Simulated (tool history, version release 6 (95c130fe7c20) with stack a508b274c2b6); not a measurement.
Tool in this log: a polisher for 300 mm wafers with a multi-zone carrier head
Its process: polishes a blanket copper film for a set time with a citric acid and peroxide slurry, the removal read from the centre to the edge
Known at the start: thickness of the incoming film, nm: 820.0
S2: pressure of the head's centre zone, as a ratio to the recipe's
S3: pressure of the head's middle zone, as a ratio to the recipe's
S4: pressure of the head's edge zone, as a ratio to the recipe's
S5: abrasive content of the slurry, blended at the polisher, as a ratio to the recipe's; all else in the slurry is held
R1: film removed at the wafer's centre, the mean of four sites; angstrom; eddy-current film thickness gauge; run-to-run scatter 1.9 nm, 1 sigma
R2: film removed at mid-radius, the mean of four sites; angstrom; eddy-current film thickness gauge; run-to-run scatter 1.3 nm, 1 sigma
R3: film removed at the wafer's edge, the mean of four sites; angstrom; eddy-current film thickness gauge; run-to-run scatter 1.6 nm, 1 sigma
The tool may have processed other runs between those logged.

Run 1, day 0.000: flow of slurry (ml/min) 300, S2 1.00, S3 1.00, S4 1.00, S5 1.00, polishing time (s) 57. Result: R1 1450.4 angstrom, R2 1424.9 angstrom, R3 1434.1 angstrom.
Run 2, day 0.083: flow of slurry (ml/min) 300, S2 1.00, S3 1.06, S4 1.00, S5 1.00, polishing time (s) 57. Result: R1 1471.2 angstrom, R2 1480.8 angstrom, R3 1449.8 angstrom.
Run 3, day 0.158: flow of slurry (ml/min) 300, S2 1.07, S3 1.06, S4 1.00, S5 1.00, polishing time (s) 57. Result: R1 1561.5 angstrom, R2 1481.2 angstrom, R3 1444.0 angstrom.
Run 4, day 0.454: flow of slurry (ml/min) 320, S2 1.03, S3 1.09, S4 0.99, S5 1.15, polishing time (s) 59. Result: R1 1630.8 angstrom, R2 1620.0 angstrom, R3 1523.7 angstrom.
Run 5, day 0.517: flow of slurry (ml/min) 320, S2 1.03, S3 1.01, S4 0.99, S5 1.15, polishing time (s) 59. Result: R1 1602.6 angstrom, R2 1516.7 angstrom, R3 1495.8 angstrom.
Run 6, day 0.796: flow of slurry (ml/min) 320, S2 1.03, S3 1.01, S4 0.99, S5 1.35, polishing time (s) 59. Result: R1 1628.4 angstrom, R2 1547.5 angstrom, R3 1531.0 angstrom.
Run 7, day 0.979: flow of slurry (ml/min) 335, S2 1.00, S3 1.06, S4 0.99, S5 1.40, polishing time (s) 61. Result: R1 1632.4 angstrom, R2 1691.1 angstrom, R3 1620.5 angstrom.

What will run 8 give?
Run 8, day 1.258: flow of slurry (ml/min) 345, S2 0.99, S3 1.09, S4 0.99, S5 1.45, polishing time (s) 62. Result: R1 ?, R2 ?, R3 ?.

R1: 1693.3 angstrom
R2: 1771.0 angstrom
R3: 1637.3 angstrom
